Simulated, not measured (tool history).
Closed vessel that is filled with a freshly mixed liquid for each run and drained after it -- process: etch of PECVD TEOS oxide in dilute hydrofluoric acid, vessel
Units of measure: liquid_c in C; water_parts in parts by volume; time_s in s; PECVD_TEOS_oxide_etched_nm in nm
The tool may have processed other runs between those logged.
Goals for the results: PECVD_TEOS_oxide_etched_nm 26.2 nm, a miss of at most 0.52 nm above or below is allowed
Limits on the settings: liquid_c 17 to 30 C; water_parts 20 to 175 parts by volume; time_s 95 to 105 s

Run 1, day 0: liquid_c 22 C, water_parts 95 parts by volume, time_s 95 s. Result: PECVD_TEOS_oxide_etched_nm 20.339 nm.
Run 2, day 0.108: liquid_c 18.5 C, water_parts 95 parts by volume, time_s 95 s. Result: PECVD_TEOS_oxide_etched_nm 17.571 nm.
Run 3, day 0.267: liquid_c 21.5 C, water_parts 95 parts by volume, time_s 95 s. Result: PECVD_TEOS_oxide_etched_nm 19.824 nm.
Run 4, day 0.3: liquid_c 23.5 C, water_parts 95 parts by volume, time_s 95 s. Result: PECVD_TEOS_oxide_etched_nm 21.607 nm.
Run 5, day 0.367: liquid_c 25 C, water_parts 95 parts by volume, time_s 95 s. Result: PECVD_TEOS_oxide_etched_nm 22.657 nm.
Run 6, day 0.479: liquid_c 25 C, water_parts 70 parts by volume, time_s 95 s. Result: PECVD_TEOS_oxide_etched_nm 32.074 nm.
Run 7, day 0.588: liquid_c 23.5 C, water_parts 70 parts by volume, time_s 95 s. Result: PECVD_TEOS_oxide_etched_nm 30.111 nm.
Run 8, day 0.962: liquid_c 23.5 C, water_parts 70 parts by volume, time_s 95 s. Result: PECVD_TEOS_oxide_etched_nm 29.817 nm.
Run 9, day 1.142: liquid_c 22.5 C, water_parts 70 parts by volume, time_s 95 s. Result: PECVD_TEOS_oxide_etched_nm 28.841 nm.
Run 10, day 1.179: liquid_c 22 C, water_parts 70 parts by volume, time_s 95 s. Result: PECVD_TEOS_oxide_etched_nm 28.285 nm.
Run 11, day 1.338: liquid_c 21.5 C, water_parts 70 parts by volume, time_s 95 s. Result: PECVD_TEOS_oxide_etched_nm 27.67 nm.
Run 12, day 1.658: liquid_c 21 C, water_parts 70 parts by volume, time_s 95 s. Result: PECVD_TEOS_oxide_etched_nm 27.213 nm.

Which of these 5 next moves meets every target?
Run A, day 1.979: liquid_c 19.5 C, water_parts 65 parts by volume, time_s 100 s. Result: PECVD_TEOS_oxide_etched_nm ?.
Run B, day 1.979: liquid_c 21 C, water_parts 75 parts by volume, time_s 105 s. Result: PECVD_TEOS_oxide_etched_nm ?.
Run C, day 1.979: liquid_c 23.5 C, water_parts 80 parts by volume, time_s 95 s. Result: PECVD_TEOS_oxide_etched_nm ?.
Run D, day 1.979: liquid_c 21 C, water_parts 70 parts by volume, time_s 100 s. Result: PECVD_TEOS_oxide_etched_nm ?.
Run E, day 1.979: liquid_c 17.5 C, water_parts 70 parts by volume, time_s 100 s. Result: PECVD_TEOS_oxide_etched_nm ?.

move  PECVD_TEOS_oxide_etched_nm
   A                      29.162
   B                      27.924
   C                      26.076
   D                      28.664
   E                      24.732
A: further off than the last run
B: further off than the last run
C: meets every target
D: further off than the last run
E: pushes the last run's worst result past its target
Correct choice: C, which meets every target
